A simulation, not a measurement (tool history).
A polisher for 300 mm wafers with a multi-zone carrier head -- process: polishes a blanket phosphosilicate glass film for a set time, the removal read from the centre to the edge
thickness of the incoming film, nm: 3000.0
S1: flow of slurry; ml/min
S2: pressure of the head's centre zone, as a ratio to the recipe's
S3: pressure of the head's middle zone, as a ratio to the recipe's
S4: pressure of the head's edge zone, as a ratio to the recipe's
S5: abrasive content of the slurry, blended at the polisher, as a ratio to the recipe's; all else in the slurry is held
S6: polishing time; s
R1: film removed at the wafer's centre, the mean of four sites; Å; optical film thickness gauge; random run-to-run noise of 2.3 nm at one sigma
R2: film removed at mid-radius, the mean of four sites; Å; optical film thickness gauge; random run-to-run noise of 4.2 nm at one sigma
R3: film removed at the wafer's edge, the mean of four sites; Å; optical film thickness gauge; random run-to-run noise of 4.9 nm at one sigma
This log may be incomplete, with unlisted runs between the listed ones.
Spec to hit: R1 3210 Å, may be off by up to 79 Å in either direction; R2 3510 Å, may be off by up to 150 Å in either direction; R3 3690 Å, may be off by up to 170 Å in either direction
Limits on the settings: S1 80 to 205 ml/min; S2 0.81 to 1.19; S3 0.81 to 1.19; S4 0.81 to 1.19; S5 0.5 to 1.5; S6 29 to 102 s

run,day,S1,S2,S3,S4,S5,S6,R1,R2,R3
1,0,135,1,1,1,1,65,6073.9,6131.2,6287.9
2,0.121,135,1,1,1,1,75,6951.9,7115.2,7290
3,0.217,130,0.97,0.98,0.98,0.9,71,6135.2,6336.1,6437.6
4,0.417,130,0.97,0.98,0.98,0.7,71,5473.8,5550.5,5751
5,0.671,130,1.03,0.98,0.98,0.7,71,5796.1,5586.4,5844.1
6,0.879,130,0.98,0.98,0.98,0.7,71,5519.5,5697.3,5838.1
7,0.904,95,0.88,0.88,0.88,0.5,53,2844.7,2993.1,3335.5
8,0.925,105,0.88,0.89,0.89,0.5,53,2911.3,3158.9,3400.3
9,1.212,110,0.88,0.89,0.9,0.5,53,2986.2,3172.2,3451
10,1.312,140,0.87,0.96,0.94,0.55,53,3304.1,3764.4,3820.1
11,1.558,135,0.87,0.95,0.94,0.55,53,3277.8,3753.8,3788.5

4 next moves are on the table. One of them brings every result within its allowed miss. Which?
A,1.804,165,0.89,1.1,0.87,0.6,47,?,?,?
B,1.804,145,0.9,1.02,0.83,0.5,53,?,?,?
C,1.804,140,0.85,0.89,0.89,0.55,53,?,?,?
D,1.804,150,0.91,1.16,0.93,0.7,43,?,?,?

move,R1,R2,R3
A,3260.6,4075.5,3448
B,3306.3,3846.3,3426
C,3238.3,3567.4,3689.3
D,3212.1,4116.3,3445.9
A: its largest miss is bigger than the last run's
B: its largest miss is bigger than the last run's
C: every result lands within tolerance
D: its largest miss is bigger than the last run's
Answer: C
